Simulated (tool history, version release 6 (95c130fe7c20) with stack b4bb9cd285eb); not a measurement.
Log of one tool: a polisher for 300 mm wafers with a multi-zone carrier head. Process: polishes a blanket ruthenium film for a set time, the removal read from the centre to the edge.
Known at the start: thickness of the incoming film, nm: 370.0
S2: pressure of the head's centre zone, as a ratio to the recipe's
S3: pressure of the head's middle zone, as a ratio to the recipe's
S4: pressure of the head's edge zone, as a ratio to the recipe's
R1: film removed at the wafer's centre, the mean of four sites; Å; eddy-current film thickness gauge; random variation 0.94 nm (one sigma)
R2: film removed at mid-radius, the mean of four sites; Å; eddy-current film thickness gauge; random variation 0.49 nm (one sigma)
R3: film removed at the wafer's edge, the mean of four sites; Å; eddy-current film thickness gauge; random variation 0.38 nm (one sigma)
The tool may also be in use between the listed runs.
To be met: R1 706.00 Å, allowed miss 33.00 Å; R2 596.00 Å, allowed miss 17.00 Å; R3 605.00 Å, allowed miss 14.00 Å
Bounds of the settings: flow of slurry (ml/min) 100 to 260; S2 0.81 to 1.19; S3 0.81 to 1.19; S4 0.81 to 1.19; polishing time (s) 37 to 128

{"run": 1, "hour": 0.0, "flow of slurry (ml/min)": 165, "S2": 1.0, "S3": 1.0, "S4": 1.0, "polishing time (s)": 82, "R1": 450.05, "R2": 477.0, "R3": 468.45}
{"run": 2, "hour": 6.2, "flow of slurry (ml/min)": 150, "S2": 1.0, "S3": 1.0, "S4": 1.0, "polishing time (s)": 82, "R1": 437.95, "R2": 460.87, "R3": 461.98}
{"run": 3, "hour": 9.8, "flow of slurry (ml/min)": 150, "S2": 1.0, "S3": 1.0, "S4": 0.96, "polishing time (s)": 82, "R1": 456.06, "R2": 454.58, "R3": 453.48}
{"run": 4, "hour": 15.0, "flow of slurry (ml/min)": 150, "S2": 1.0, "S3": 1.04, "S4": 0.96, "polishing time (s)": 82, "R1": 448.94, "R2": 477.29, "R3": 450.35}
{"run": 5, "hour": 18.1, "flow of slurry (ml/min)": 150, "S2": 1.0, "S3": 1.04, "S4": 0.96, "polishing time (s)": 99, "R1": 537.86, "R2": 574.64, "R3": 548.42}
{"run": 6, "hour": 24.3, "flow of slurry (ml/min)": 160, "S2": 1.03, "S3": 1.03, "S4": 0.96, "polishing time (s)": 99, "R1": 549.63, "R2": 567.6, "R3": 552.8}
{"run": 7, "hour": 30.2, "flow of slurry (ml/min)": 170, "S2": 1.05, "S3": 1.03, "S4": 0.95, "polishing time (s)": 100, "R1": 583.63, "R2": 589.87, "R3": 562.13}
{"run": 8, "hour": 31.7, "flow of slurry (ml/min)": 175, "S2": 1.07, "S3": 1.02, "S4": 0.95, "polishing time (s)": 100, "R1": 607.65, "R2": 588.76, "R3": 554.33}
{"run": 9, "hour": 36.7, "flow of slurry (ml/min)": 180, "S2": 1.08, "S3": 1.01, "S4": 0.96, "polishing time (s)": 101, "R1": 625.0, "R2": 586.31, "R3": 573.77}
{"run": 10, "hour": 37.6, "flow of slurry (ml/min)": 225, "S2": 1.16, "S3": 1.0, "S4": 0.97, "polishing time (s)": 101, "R1": 662.69, "R2": 599.06, "R3": 583.9}

Which of these 5 next moves meets every target?
{"run": "A", "hour": 38.5, "flow of slurry (ml/min)": 245, "S2": 1.11, "S3": 0.98, "S4": 0.91, "polishing time (s)": 102, "R1": "?", "R2": "?", "R3": "?"}
{"run": "B", "hour": 38.5, "flow of slurry (ml/min)": 180, "S2": 1.19, "S3": 0.99, "S4": 1.02, "polishing time (s)": 105, "R1": "?", "R2": "?", "R3": "?"}
{"run": "C", "hour": 38.5, "flow of slurry (ml/min)": 175, "S2": 1.15, "S3": 0.98, "S4": 0.81, "polishing time (s)": 111, "R1": "?", "R2": "?", "R3": "?"}
{"run": "D", "hour": 38.5, "flow of slurry (ml/min)": 245, "S2": 1.08, "S3": 1.04, "S4": 1.03, "polishing time (s)": 100, "R1": "?", "R2": "?", "R3": "?"}
{"run": "E", "hour": 38.5, "flow of slurry (ml/min)": 220, "S2": 1.12, "S3": 0.84, "S4": 1.02, "polishing time (s)": 109, "R1": "?", "R2": "?", "R3": "?"}

move=A R1=658.47 R2=598.90 R3=573.26
move=B R1=696.35 R2=597.84 R3=605.27
move=C R1=708.01 R2=624.44 R3=573.71
move=D R1=628.26 R2=617.40 R3=595.63
move=E R1=699.54 R2=555.94 R3=641.86
A: further off than the last run
B: meets every target
C: further off than the last run
D: brings the result that was furthest off to its target, and leaves another outside
E: takes the result that was furthest off past its target
Move B is the one to make.
